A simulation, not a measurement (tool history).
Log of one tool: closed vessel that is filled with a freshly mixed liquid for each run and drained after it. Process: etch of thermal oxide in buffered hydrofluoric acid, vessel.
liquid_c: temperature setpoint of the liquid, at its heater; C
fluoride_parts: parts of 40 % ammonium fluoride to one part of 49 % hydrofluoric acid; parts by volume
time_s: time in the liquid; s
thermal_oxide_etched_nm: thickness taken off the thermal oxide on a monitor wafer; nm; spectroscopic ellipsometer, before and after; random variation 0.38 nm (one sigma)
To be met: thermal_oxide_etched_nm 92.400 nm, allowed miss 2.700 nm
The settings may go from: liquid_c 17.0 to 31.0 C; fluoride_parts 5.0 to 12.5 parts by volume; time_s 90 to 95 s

run 1 day=0.000 | liquid_c=23.0 fluoride_parts=7.5 time_s=90 | thermal_oxide_etched_nm=130.670
run 2 day=0.250 | liquid_c=22.0 fluoride_parts=7.5 time_s=90 | thermal_oxide_etched_nm=123.590
run 3 day=0.617 | liquid_c=22.0 fluoride_parts=7.5 time_s=90 | thermal_oxide_etched_nm=123.900
run 4 day=0.883 | liquid_c=21.5 fluoride_parts=7.5 time_s=90 | thermal_oxide_etched_nm=120.420
run 5 day=1.075 | liquid_c=24.5 fluoride_parts=7.5 time_s=90 | thermal_oxide_etched_nm=142.040
run 6 day=1.404 | liquid_c=23.5 fluoride_parts=7.5 time_s=90 | thermal_oxide_etched_nm=134.260
run 7 day=1.717 | liquid_c=22.5 fluoride_parts=7.5 time_s=90 | thermal_oxide_etched_nm=126.780
run 8 day=1.800 | liquid_c=18.5 fluoride_parts=7.5 time_s=90 | thermal_oxide_etched_nm=101.820
run 9 day=2.112 | liquid_c=17.5 fluoride_parts=7.5 time_s=90 | thermal_oxide_etched_nm=96.430

5 next moves are on the table. One of them brings every result within its allowed miss. Which?
run A day=2.425 | liquid_c=17.5 fluoride_parts=7.5 time_s=95 | thermal_oxide_etched_nm=?
run B day=2.425 | liquid_c=17.0 fluoride_parts=7.0 time_s=90 | thermal_oxide_etched_nm=?
run C day=2.425 | liquid_c=18.0 fluoride_parts=7.5 time_s=90 | thermal_oxide_etched_nm=?
run D day=2.425 | liquid_c=18.5 fluoride_parts=8.0 time_s=95 | thermal_oxide_etched_nm=?
run E day=2.425 | liquid_c=17.0 fluoride_parts=7.5 time_s=90 | thermal_oxide_etched_nm=?

move=A thermal_oxide_etched_nm=101.550
move=B thermal_oxide_etched_nm=100.740
move=C thermal_oxide_etched_nm=98.977
move=D thermal_oxide_etched_nm=100.220
move=E thermal_oxide_etched_nm=93.504
A: further off than the last run
B: further off than the last run
C: further off than the last run
D: further off than the last run
E: meets every target
The right move is E.
